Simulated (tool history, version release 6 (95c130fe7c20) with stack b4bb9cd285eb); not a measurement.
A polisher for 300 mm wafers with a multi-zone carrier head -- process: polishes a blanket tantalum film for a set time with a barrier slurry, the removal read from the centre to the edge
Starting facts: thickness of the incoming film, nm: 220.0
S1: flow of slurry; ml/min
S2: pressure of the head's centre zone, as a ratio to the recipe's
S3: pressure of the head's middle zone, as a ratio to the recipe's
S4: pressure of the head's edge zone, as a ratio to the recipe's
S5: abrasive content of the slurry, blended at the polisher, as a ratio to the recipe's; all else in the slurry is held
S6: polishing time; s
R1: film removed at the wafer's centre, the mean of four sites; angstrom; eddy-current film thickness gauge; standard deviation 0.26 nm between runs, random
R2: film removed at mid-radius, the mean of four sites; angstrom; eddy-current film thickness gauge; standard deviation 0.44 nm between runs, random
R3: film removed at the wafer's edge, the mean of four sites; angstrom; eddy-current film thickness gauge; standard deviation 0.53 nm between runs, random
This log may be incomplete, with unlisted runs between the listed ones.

run	day	S1	S2	S3	S4	S5	S6	R1	R2	R3
1	0.000	300	1.00	1.00	1.00	1.00	32	319.63	327.29	326.63
2	0.250	300	1.09	1.00	1.00	1.00	32	344.27	317.99	324.31
3	0.621	265	1.09	1.00	1.00	1.00	32	344.89	319.72	318.00
4	0.758	275	1.10	1.02	1.02	1.05	32	350.01	326.35	326.57
5	0.883	275	1.10	1.02	0.96	1.05	32	353.38	322.11	319.50
6	1.233	285	1.11	1.04	0.99	1.10	32	361.89	334.47	328.59
7	1.367	295	1.11	1.06	1.02	1.15	32	365.20	346.89	323.98
8	1.404	295	1.09	1.05	1.03	1.20	33	373.62	363.99	352.19
9	1.583	295	1.09	1.05	1.04	1.25	33	375.37	366.29	362.24
10	1.892	300	1.10	1.06	1.05	1.30	33	382.64	364.29	360.80

Expected results for the next run?
11	2.221	300	1.10	1.07	1.06	1.35	33	?	?	?

Run 11 came out at R1 391.27 angstrom, R2 371.50 angstrom, R3 368.53 angstrom.
